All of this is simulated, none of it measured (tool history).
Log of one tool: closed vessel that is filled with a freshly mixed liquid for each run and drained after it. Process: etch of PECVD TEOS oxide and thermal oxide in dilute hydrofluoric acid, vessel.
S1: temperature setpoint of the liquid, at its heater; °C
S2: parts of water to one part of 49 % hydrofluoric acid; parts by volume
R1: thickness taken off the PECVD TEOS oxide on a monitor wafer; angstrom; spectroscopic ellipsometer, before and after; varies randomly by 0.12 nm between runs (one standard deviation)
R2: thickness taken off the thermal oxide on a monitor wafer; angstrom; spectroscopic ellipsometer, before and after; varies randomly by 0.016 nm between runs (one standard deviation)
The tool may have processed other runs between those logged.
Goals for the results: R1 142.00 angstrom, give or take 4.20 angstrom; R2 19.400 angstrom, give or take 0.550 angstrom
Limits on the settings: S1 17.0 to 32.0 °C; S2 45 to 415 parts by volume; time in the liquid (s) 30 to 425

Run 1, hour 0.0: S1 24.0 °C, S2 230 parts by volume, time in the liquid (s) 215. Result: R1 254.92 angstrom, R2 34.506 angstrom.
Run 2, hour 8.1: S1 23.0 °C, S2 240 parts by volume, time in the liquid (s) 215. Result: R1 233.24 angstrom, R2 31.529 angstrom.
Run 3, hour 11.3: S1 22.5 °C, S2 245 parts by volume, time in the liquid (s) 215. Result: R1 224.88 angstrom, R2 30.524 angstrom.
Run 4, hour 12.6: S1 22.0 °C, S2 250 parts by volume, time in the liquid (s) 215. Result: R1 209.91 angstrom, R2 29.575 angstrom.
Run 5, hour 16.8: S1 22.5 °C, S2 260 parts by volume, time in the liquid (s) 215. Result: R1 211.12 angstrom, R2 28.360 angstrom.
Run 6, hour 19.6: S1 25.5 °C, S2 260 parts by volume, time in the liquid (s) 215. Result: R1 232.22 angstrom, R2 31.130 angstrom.
Run 7, hour 26.5: S1 24.5 °C, S2 265 parts by volume, time in the liquid (s) 215. Result: R1 216.95 angstrom, R2 29.518 angstrom.
Run 8, hour 31.7: S1 23.5 °C, S2 270 parts by volume, time in the liquid (s) 215. Result: R1 204.83 angstrom, R2 27.765 angstrom.
Run 9, hour 37.3: S1 23.0 °C, S2 275 parts by volume, time in the liquid (s) 215. Result: R1 197.03 angstrom, R2 26.628 angstrom.
Run 10, hour 44.7: S1 22.5 °C, S2 280 parts by volume, time in the liquid (s) 215. Result: R1 191.03 angstrom, R2 25.959 angstrom.
Run 11, hour 51.0: S1 22.0 °C, S2 285 parts by volume, time in the liquid (s) 215. Result: R1 179.46 angstrom, R2 24.497 angstrom.

Which one of the following 4 next-run settings gets every result inside its allowed miss? There is exactly one.
Run A, hour 57.3: S1 19.5 °C, S2 275 parts by volume, time in the liquid (s) 190. Result: R1 ?, R2 ?.
Run B, hour 57.3: S1 22.5 °C, S2 230 parts by volume, time in the liquid (s) 125. Result: R1 ?, R2 ?.
Run C, hour 57.3: S1 26.0 °C, S2 275 parts by volume, time in the liquid (s) 150. Result: R1 ?, R2 ?.
Run D, hour 57.3: S1 22.0 °C, S2 255 parts by volume, time in the liquid (s) 175. Result: R1 ?, R2 ?.

move      R1      R2
   A  152.46  21.173
   B  139.89  19.428
   C  151.90  21.096
   D  169.20  23.499
A: closer than the last run, but not yet in spec
B: every result within its allowed miss
C: closer than the last run, but not yet in spec
D: closer than the last run, but not yet in spec
So the answer is move B, the one that meets all the targets.
